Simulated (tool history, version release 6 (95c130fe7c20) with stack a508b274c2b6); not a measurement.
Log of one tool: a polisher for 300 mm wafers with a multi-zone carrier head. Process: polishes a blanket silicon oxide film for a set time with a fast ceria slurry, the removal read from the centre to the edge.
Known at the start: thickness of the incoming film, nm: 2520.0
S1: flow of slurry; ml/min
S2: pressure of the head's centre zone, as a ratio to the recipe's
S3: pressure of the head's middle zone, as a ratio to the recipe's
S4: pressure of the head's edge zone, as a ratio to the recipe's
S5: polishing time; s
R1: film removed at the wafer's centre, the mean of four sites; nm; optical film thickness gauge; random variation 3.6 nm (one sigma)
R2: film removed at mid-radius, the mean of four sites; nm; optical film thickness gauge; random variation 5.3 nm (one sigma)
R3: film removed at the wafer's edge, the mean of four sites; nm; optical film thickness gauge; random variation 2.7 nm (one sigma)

{"run": 1, "hour": 0.0, "S1": 145, "S2": 1, "S3": 1, "S4": 1, "S5": 49, "R1": 669.31, "R2": 696.75, "R3": 682.96}
{"run": 2, "hour": 7.6, "S1": 130, "S2": 0.94, "S3": 0.99, "S4": 0.96, "S5": 43, "R1": 534.72, "R2": 594.21, "R3": 573.96}
{"run": 3, "hour": 11.2, "S1": 120, "S2": 0.9, "S3": 0.98, "S4": 0.94, "S5": 40, "R1": 476.29, "R2": 538.51, "R3": 524.2}
{"run": 4, "hour": 17.5, "S1": 120, "S2": 0.85, "S3": 0.98, "S4": 0.94, "S5": 40, "R1": 448.4, "R2": 533.22, "R3": 525.12}
{"run": 5, "hour": 24.5, "S1": 110, "S2": 0.84, "S3": 0.98, "S4": 0.93, "S5": 37, "R1": 400.44, "R2": 485.6, "R3": 475.63}
{"run": 6, "hour": 29.8, "S1": 105, "S2": 0.83, "S3": 0.98, "S4": 0.91, "S5": 36, "R1": 374.67, "R2": 464.51, "R3": 446.12}
{"run": 7, "hour": 35.3, "S1": 100, "S2": 0.83, "S3": 0.97, "S4": 0.9, "S5": 36, "R1": 372.78, "R2": 450.28, "R3": 441.27}

The next listed run, before its measurement:
{"run": 8, "hour": 36.1, "S1": 95, "S2": 0.82, "S3": 0.97, "S4": 0.89, "S5": 36, "R1": "?", "R2": "?", "R3": "?"}

Run 8 gave R1 359.68 nm, R2 445.97 nm, R3 437.05 nm.

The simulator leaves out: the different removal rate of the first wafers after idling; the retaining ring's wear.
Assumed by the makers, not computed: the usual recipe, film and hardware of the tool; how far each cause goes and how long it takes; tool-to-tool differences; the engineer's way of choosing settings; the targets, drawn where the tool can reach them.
